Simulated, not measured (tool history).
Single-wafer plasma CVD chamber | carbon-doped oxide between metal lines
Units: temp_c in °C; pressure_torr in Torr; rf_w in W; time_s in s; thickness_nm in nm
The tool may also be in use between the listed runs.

run	day	temp_c	pressure_torr	rf_w	time_s	thickness_nm
1	0	370	4.09	400	19.7	93.894
2	0.233	370	4.04	390	19.7	92.435
3	0.442	370	4.62	390	19.7	94
4	0.504	370	4.56	380	19.7	93.104
5	0.788	359	4.56	380	19.7	95.097
6	0.904	370	4.56	380	19.7	92.525
7	1.217	370	4.56	380	19.7	93.021
8	1.571	370	4.46	370	19.7	91.572

Forecast run 9:
9	1.629	370	4.41	360	19.6	?

{"run 9": {"thickness_nm": 89.998}}
